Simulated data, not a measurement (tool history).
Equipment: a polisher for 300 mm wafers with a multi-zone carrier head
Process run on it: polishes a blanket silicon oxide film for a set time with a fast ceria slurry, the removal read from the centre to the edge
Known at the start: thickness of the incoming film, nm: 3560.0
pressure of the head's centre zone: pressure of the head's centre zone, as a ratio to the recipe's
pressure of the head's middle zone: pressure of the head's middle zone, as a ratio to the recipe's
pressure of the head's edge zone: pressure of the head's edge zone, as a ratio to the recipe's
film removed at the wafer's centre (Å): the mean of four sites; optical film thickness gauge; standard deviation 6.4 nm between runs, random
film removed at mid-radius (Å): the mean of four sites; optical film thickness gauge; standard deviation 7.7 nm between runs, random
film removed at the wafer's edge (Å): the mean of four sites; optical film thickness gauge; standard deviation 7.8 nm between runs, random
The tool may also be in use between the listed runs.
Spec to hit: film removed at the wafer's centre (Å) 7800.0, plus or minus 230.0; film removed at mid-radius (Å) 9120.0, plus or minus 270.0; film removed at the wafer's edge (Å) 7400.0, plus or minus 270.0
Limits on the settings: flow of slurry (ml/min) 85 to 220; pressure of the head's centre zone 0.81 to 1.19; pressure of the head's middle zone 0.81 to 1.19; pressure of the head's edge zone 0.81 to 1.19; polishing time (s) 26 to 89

| run | hour | flow of slurry (ml/min) | pressure of the head's centre zone | pressure of the head's middle zone | pressure of the head's edge zone | polishing time (s) | film removed at the wafer's centre (Å) | film removed at mid-radius (Å) | film removed at the wafer's edge (Å) |
|---|---|---|---|---|---|---|---|---|---|
| 1 | 0.0 | 140 | 1.00 | 1.00 | 1.00 | 57 | 5766.1 | 5907.6 | 6019.8 |
| 2 | 3.7 | 140 | 1.00 | 1.00 | 1.00 | 70 | 7004.0 | 7147.6 | 7293.1 |
| 3 | 12.6 | 120 | 1.00 | 1.00 | 1.00 | 70 | 6773.9 | 6885.3 | 7199.6 |
| 4 | 20.7 | 145 | 1.00 | 1.04 | 0.98 | 70 | 7246.8 | 7494.8 | 7129.2 |
| 5 | 22.7 | 160 | 0.98 | 1.07 | 0.99 | 70 | 7051.3 | 7987.9 | 7350.5 |
| 6 | 30.8 | 175 | 0.99 | 1.08 | 0.98 | 70 | 7430.2 | 8051.5 | 7503.5 |
| 7 | 36.4 | 180 | 0.99 | 1.11 | 0.96 | 70 | 7477.0 | 8442.4 | 7526.3 |
| 8 | 41.7 | 210 | 1.01 | 1.16 | 0.87 | 69 | 7764.2 | 8590.1 | 7244.0 |

Exactly one of the 4 candidate moves below puts every result within its allowed miss. Which one?
| A | 47.0 | 180 | 0.99 | 1.19 | 0.87 | 73 | ? | ? | ? |
| B | 47.0 | 205 | 0.97 | 0.97 | 0.93 | 73 | ? | ? | ? |
| C | 47.0 | 215 | 1.01 | 1.11 | 0.95 | 70 | ? | ? | ? |
| D | 47.0 | 220 | 1.05 | 1.05 | 0.86 | 69 | ? | ? | ? |

| move | film removed at the wafer's centre (Å) | film removed at mid-radius (Å) | film removed at the wafer's edge (Å) |
|---|---|---|---|
| A | 7839.1 | 9091.0 | 7529.7 |
| B | 7882.7 | 7824.7 | 7921.5 |
| C | 7956.0 | 8482.1 | 7703.7 |
| D | 8188.3 | 8004.4 | 7280.4 |
A: in spec on every target
B: the biggest miss grows against the last run
C: the biggest miss grows against the last run
D: the biggest miss grows against the last run
A meets every target.
